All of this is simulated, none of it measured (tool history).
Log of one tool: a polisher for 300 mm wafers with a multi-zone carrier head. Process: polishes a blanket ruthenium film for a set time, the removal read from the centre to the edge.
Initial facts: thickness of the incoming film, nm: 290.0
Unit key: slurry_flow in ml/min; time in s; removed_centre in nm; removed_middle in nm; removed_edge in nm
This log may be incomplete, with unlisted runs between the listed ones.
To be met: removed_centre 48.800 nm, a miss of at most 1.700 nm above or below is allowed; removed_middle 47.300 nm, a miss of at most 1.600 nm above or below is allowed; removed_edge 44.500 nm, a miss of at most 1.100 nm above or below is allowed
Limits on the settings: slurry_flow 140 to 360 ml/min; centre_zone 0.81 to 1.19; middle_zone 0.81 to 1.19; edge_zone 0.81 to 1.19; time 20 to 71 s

| run | hour | slurry_flow | centre_zone | middle_zone | edge_zone | time | removed_centre | removed_middle | removed_edge |
|---|---|---|---|---|---|---|---|---|---|
| 1 | 0.0 | 230 | 1.00 | 1.00 | 1.00 | 45 | 40.846 | 43.148 | 42.745 |
| 2 | 4.5 | 235 | 1.01 | 1.01 | 1.00 | 45 | 41.955 | 42.683 | 42.722 |
| 3 | 9.1 | 240 | 1.02 | 1.02 | 1.00 | 45 | 42.812 | 42.950 | 43.087 |
| 4 | 14.9 | 240 | 1.05 | 1.02 | 1.00 | 45 | 43.987 | 44.002 | 42.332 |
| 5 | 19.3 | 240 | 1.05 | 1.02 | 1.07 | 45 | 42.733 | 43.629 | 44.338 |
| 6 | 20.4 | 240 | 1.01 | 1.02 | 1.07 | 45 | 41.963 | 43.304 | 44.381 |
| 7 | 22.4 | 245 | 1.02 | 1.03 | 1.07 | 45 | 42.474 | 43.746 | 44.217 |
| 8 | 29.7 | 250 | 1.03 | 1.04 | 1.07 | 45 | 43.271 | 44.446 | 44.305 |
| 9 | 32.3 | 255 | 1.04 | 1.04 | 1.07 | 45 | 43.838 | 44.928 | 44.265 |
| 10 | 40.4 | 260 | 1.05 | 1.04 | 1.07 | 45 | 44.146 | 45.229 | 44.089 |

5 next moves are on the table. One of them brings every result within its allowed miss. Which?
| A | 48.5 | 205 | 1.06 | 0.97 | 0.86 | 51 | ? | ? | ? |
| B | 48.5 | 260 | 1.06 | 1.13 | 1.09 | 45 | ? | ? | ? |
| C | 48.5 | 305 | 1.19 | 1.16 | 1.02 | 43 | ? | ? | ? |
| D | 48.5 | 325 | 1.10 | 1.18 | 0.98 | 46 | ? | ? | ? |
| E | 48.5 | 310 | 1.02 | 1.19 | 0.96 | 45 | ? | ? | ? |

| move | removed_centre | removed_middle | removed_edge |
|---|---|---|---|
| A | 47.653 | 46.528 | 44.690 |
| B | 43.539 | 47.027 | 45.078 |
| C | 47.190 | 46.529 | 42.199 |
| D | 47.241 | 50.712 | 44.471 |
| E | 42.896 | 49.714 | 42.930 |
A: all results land within tolerance of their targets
B: further off than the last run
C: puts the biggest miss on target and leaves a different result outside tolerance
D: puts the biggest miss on target and leaves a different result outside tolerance
E: further off than the last run
So the answer is move A, the one that meets all the targets.
